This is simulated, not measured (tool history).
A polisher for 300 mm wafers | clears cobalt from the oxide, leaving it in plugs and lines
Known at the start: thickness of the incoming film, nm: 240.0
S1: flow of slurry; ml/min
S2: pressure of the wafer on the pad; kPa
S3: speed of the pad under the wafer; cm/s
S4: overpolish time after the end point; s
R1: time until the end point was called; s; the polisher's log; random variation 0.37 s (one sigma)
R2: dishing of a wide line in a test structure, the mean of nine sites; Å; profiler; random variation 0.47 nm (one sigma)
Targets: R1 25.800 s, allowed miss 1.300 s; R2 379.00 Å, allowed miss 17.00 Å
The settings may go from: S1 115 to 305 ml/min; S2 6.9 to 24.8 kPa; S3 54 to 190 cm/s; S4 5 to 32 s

run 1 hour=0.0 | S1=195 S2=15.9 S3=122 S4=16 | R1=39.538 R2=460.05
run 2 hour=0.8 | S1=195 S2=15.9 S3=122 S4=12 | R1=38.618 R2=407.81
run 3 hour=8.4 | S1=195 S2=18.6 S3=122 S4=12 | R1=34.511 R2=437.06
run 4 hour=16.2 | S1=150 S2=18.6 S3=122 S4=12 | R1=36.196 R2=429.21
run 5 hour=23.3 | S1=150 S2=20.7 S3=122 S4=12 | R1=32.660 R2=442.81
run 6 hour=30.4 | S1=150 S2=20.7 S3=146 S4=12 | R1=28.212 R2=464.92
run 7 hour=35.8 | S1=125 S2=20.7 S3=158 S4=5 | R1=26.233 R2=307.33
run 8 hour=44.4 | S1=130 S2=20.7 S3=156 S4=5 | R1=26.819 R2=310.34
run 9 hour=48.8 | S1=135 S2=20.7 S3=154 S4=5 | R1=26.838 R2=307.58
run 10 hour=49.8 | S1=140 S2=20.7 S3=152 S4=5 | R1=26.624 R2=308.11

Which of these 5 next moves meets every target?
run A hour=50.8 | S1=130 S2=22.1 S3=152 S4=6 | R1=? R2=?
run B hour=50.8 | S1=115 S2=20.7 S3=148 S4=9 | R1=? R2=?
run C hour=50.8 | S1=155 S2=20.7 S3=158 S4=7 | R1=? R2=?
run D hour=50.8 | S1=220 S2=23.4 S3=124 S4=9 | R1=? R2=?
run E hour=50.8 | S1=130 S2=22.8 S3=162 S4=8 | R1=? R2=?

move=A R1=25.569 R2=345.20
move=B R1=28.179 R2=406.32
move=C R1=25.230 R2=378.76
move=D R1=27.673 R2=409.90
move=E R1=23.445 R2=418.53
A: nearer than the last run, and not there yet
B: takes the result that was furthest off past its target
C: meets every target
D: takes the result that was furthest off past its target
E: takes the result that was furthest off past its target
Move C is the one to make.
